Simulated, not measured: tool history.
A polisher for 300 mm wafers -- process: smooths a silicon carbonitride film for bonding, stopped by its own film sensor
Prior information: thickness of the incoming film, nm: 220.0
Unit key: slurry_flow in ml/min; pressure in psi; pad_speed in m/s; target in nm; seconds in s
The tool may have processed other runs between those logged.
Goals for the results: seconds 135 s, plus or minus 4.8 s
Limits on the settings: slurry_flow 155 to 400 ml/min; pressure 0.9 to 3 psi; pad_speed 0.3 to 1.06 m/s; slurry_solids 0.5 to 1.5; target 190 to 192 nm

Run 1, day 0: slurry_flow 255 ml/min, pressure 1.9 psi, pad_speed 0.68 m/s, slurry_solids 1, target 192 nm. Result: seconds 168.09 s.
Run 2, day 0.25: slurry_flow 255 ml/min, pressure 1.9 psi, pad_speed 0.58 m/s, slurry_solids 1, target 192 nm. Result: seconds 184.64 s.
Run 3, day 0.592: slurry_flow 255 ml/min, pressure 1.9 psi, pad_speed 0.48 m/s, slurry_solids 1, target 192 nm. Result: seconds 205.45 s.
Run 4, day 0.767: slurry_flow 255 ml/min, pressure 1.9 psi, pad_speed 0.58 m/s, slurry_solids 1, target 192 nm. Result: seconds 187.56 s.
Run 5, day 1.067: slurry_flow 220 ml/min, pressure 1.9 psi, pad_speed 0.58 m/s, slurry_solids 1, target 192 nm. Result: seconds 188.61 s.
Run 6, day 1.238: slurry_flow 220 ml/min, pressure 1.9 psi, pad_speed 0.58 m/s, slurry_solids 0.8, target 192 nm. Result: seconds 210.78 s.
Run 7, day 1.3: slurry_flow 220 ml/min, pressure 2 psi, pad_speed 0.58 m/s, slurry_solids 0.8, target 192 nm. Result: seconds 198.12 s.
Run 8, day 1.425: slurry_flow 220 ml/min, pressure 2 psi, pad_speed 0.58 m/s, slurry_solids 0.8, target 192 nm. Result: seconds 200.42 s.
Run 9, day 1.729: slurry_flow 220 ml/min, pressure 2.1 psi, pad_speed 0.58 m/s, slurry_solids 0.8, target 192 nm. Result: seconds 189.64 s.
Run 10, day 1.858: slurry_flow 220 ml/min, pressure 2.1 psi, pad_speed 0.58 m/s, slurry_solids 0.8, target 192 nm. Result: seconds 193.02 s.

Below are 4 possible settings for the next run. Only one of them brings all results inside the allowed miss of their targets. Which is it?
Run A, day 1.988: slurry_flow 270 ml/min, pressure 2.2 psi, pad_speed 0.84 m/s, slurry_solids 0.85, target 192 nm. Result: seconds ?.
Run B, day 1.988: slurry_flow 230 ml/min, pressure 1.6 psi, pad_speed 0.46 m/s, slurry_solids 0.7, target 190 nm. Result: seconds ?.
Run C, day 1.988: slurry_flow 265 ml/min, pressure 1.2 psi, pad_speed 0.66 m/s, slurry_solids 1.4, target 190 nm. Result: seconds ?.
Run D, day 1.988: slurry_flow 200 ml/min, pressure 1.7 psi, pad_speed 0.62 m/s, slurry_solids 0.8, target 190 nm. Result: seconds ?.

move  seconds
   A   135.29
   B   318.97
   C   245.75
   D   241.02
A: in spec on every target
B: moves away from the targets compared with the last run
C: moves away from the targets compared with the last run
D: moves away from the targets compared with the last run
Answer: A
